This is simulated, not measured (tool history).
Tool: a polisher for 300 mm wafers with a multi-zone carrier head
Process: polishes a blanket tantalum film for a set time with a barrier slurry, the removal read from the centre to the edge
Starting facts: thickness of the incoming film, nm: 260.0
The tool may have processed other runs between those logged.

run    day  flow of slurry (ml/min)  pressure of the head's centre zone  pressure of the head's middle zone  pressure of the head's edge zone  abrasive content of the slurry  polishing time (s)  film removed at the wafer's centre (Å)  film removed at mid-radius (Å)  film removed at the wafer's edge (Å)
  1  0.000                      280                                1.00                                1.00                              1.00                            1.00                  80                                  728.78                          734.67                                734.89
  2  0.312                      280                                1.00                                1.00                              1.00                            1.00                  94                                  869.67                          863.38                                872.42
  3  0.508                      280                                1.00                                1.00                              1.00                            1.00                 112                                 1022.40                         1006.10                               1025.20
  4  0.621                      275                                0.99                                0.98                              0.98                            0.95                 105                                  950.72                          924.25                                954.88
  5  0.692                      275                                0.98                                0.97                              0.97                            0.90                  98                                  856.07                          849.82                                877.29
  6  1.004                      275                                0.98                                0.96                              0.96                            0.85                  92                                  807.48                          780.42                                806.95
  7  1.225                      235                                0.88                                0.87                              0.86                            0.60                  70                                  499.13                          483.67                                520.48
  8  1.304                      235                                0.88                                0.87                              0.85                            0.60                  70                                  498.31                          478.17                                520.14

What will run 9 give?
  9  1.646                      235                                0.88                                0.87                              0.84                            0.60                  70                                       ?                               ?                                     ?

Run 9 yielded film removed at the wafer's centre (Å) 506.64, film removed at mid-radius (Å) 485.74, film removed at the wafer's edge (Å) 515.07.

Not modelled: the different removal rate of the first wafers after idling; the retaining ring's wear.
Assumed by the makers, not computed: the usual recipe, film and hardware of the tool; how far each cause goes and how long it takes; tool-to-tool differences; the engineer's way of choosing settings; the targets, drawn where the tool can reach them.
